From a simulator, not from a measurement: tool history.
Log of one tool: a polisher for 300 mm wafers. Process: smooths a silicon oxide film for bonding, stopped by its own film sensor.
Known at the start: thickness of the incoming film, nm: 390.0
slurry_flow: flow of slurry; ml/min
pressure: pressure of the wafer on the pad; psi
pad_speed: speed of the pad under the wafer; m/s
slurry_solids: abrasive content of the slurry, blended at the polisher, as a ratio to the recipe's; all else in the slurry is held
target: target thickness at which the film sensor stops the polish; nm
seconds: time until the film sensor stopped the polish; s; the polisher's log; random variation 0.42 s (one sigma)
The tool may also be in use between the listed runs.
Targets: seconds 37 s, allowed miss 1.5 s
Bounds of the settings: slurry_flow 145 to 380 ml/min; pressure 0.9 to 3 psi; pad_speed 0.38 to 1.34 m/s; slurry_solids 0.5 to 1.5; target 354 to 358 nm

| run | hour | slurry_flow | pressure | pad_speed | slurry_solids | target | seconds |
|---|---|---|---|---|---|---|---|
| 1 | 0 | 245 | 1.9 | 0.86 | 1 | 354 | 53.672 |
| 2 | 2.4 | 245 | 2.1 | 0.86 | 1 | 354 | 48.536 |
| 3 | 7.3 | 300 | 2.1 | 0.86 | 1 | 354 | 48.416 |
| 4 | 13 | 300 | 2.1 | 0.86 | 0.8 | 354 | 53.927 |
| 5 | 13.6 | 300 | 2.1 | 0.86 | 0.7 | 354 | 58.162 |
| 6 | 15 | 270 | 2.1 | 0.86 | 0.7 | 354 | 58.892 |
| 7 | 21.3 | 270 | 2.4 | 0.86 | 0.7 | 354 | 51.331 |
| 8 | 22 | 270 | 2.6 | 0.88 | 0.7 | 354 | 47.532 |
| 9 | 25.8 | 270 | 2.7 | 0.92 | 0.7 | 354 | 44.7 |
| 10 | 34.6 | 270 | 2.8 | 0.96 | 0.7 | 354 | 41.282 |
| 11 | 36.7 | 270 | 2.9 | 0.98 | 0.7 | 354 | 40.05 |

4 next moves are on the table. One of them brings every result within its allowed miss. Which?
| A | 38.8 | 265 | 3 | 0.94 | 0.8 | 356 | ? |
| B | 38.8 | 350 | 3 | 1.22 | 0.6 | 354 | ? |
| C | 38.8 | 240 | 3 | 1.02 | 0.7 | 358 | ? |
| D | 38.8 | 255 | 2.6 | 1.04 | 0.8 | 355 | ? |

| move | seconds |
|---|---|
| A | 33.471 |
| B | 33.897 |
| C | 32.349 |
| D | 36.671 |
A: takes the result that was furthest off past its target
B: takes the result that was furthest off past its target
C: takes the result that was furthest off past its target
D: meets every target
The right move is D.
